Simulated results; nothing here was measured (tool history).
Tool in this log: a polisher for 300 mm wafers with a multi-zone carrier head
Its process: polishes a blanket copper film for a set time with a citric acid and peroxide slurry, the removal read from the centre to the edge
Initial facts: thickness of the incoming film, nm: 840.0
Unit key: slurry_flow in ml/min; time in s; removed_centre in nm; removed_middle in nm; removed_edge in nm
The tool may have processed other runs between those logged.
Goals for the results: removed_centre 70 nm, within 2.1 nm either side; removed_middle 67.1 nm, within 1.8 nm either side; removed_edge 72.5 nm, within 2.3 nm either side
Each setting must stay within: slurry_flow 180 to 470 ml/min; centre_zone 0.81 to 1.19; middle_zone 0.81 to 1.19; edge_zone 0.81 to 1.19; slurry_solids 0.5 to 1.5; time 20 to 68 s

run  hour  slurry_flow  centre_zone  middle_zone  edge_zone  slurry_solids  time  removed_centre  removed_middle  removed_edge
  1     0          300            1            1          1              1    44          88.333           86.74        89.286
  2   4.7          300            1         0.95          1              1    44          87.592           81.37        86.786
  3   9.6          340            1         0.95          1              1    44          90.253          84.028        89.047
  4  13.3          340         1.05         0.95          1              1    44           94.57          82.919        88.139
  5  17.5          315         1.05         0.95          1              1    44          92.418          83.108        89.558
  6  26.4          315         1.11         0.95          1              1    44          94.884          82.302        87.407
  7  28.9          265         1.01         0.91        0.9           0.75    40          71.909          64.898        70.156
  8    31          265            1         0.91       0.91           0.75    40          71.947          64.564         69.61
  9  38.2          265         0.99         0.91       0.92           0.75    40          72.068          64.911        69.372
 10  45.4          260         0.98         0.91       0.93           0.75    40          70.395           64.87        70.156
 11    48          260         0.98         0.91       0.94           0.75    40          71.112          65.145        69.479
 12  56.2          260         0.98         0.91       0.94           0.75    40          72.335          64.172        69.622
 13    62          260         0.97         0.91       0.94           0.75    40           70.18          64.519        69.737
 14  63.1          260         0.96         0.91       0.95           0.75    40          70.119          63.879        70.127

Which of these 4 next moves meets every target?
  A  64.2          180          0.9          0.9       0.88            0.9    41               ?               ?             ?
  B  64.2          335          1.1         0.98       0.91           0.75    38               ?               ?             ?
  C  64.2          190         0.97         0.89       0.93            0.8    41               ?               ?             ?
  D  64.2          245         0.99         0.91       0.94           0.95    39               ?               ?             ?

move  removed_centre  removed_middle  removed_edge
   A          69.633          66.363        71.227
   B          75.608          66.772        66.268
   C          71.102          63.761        70.254
   D          75.233          67.491        72.647
A: all results in spec
B: puts the biggest miss on target and leaves a different result outside tolerance
C: no nearer and no further than the last run
D: puts the biggest miss on target and leaves a different result outside tolerance
So the answer is move A, the one that meets all the targets.

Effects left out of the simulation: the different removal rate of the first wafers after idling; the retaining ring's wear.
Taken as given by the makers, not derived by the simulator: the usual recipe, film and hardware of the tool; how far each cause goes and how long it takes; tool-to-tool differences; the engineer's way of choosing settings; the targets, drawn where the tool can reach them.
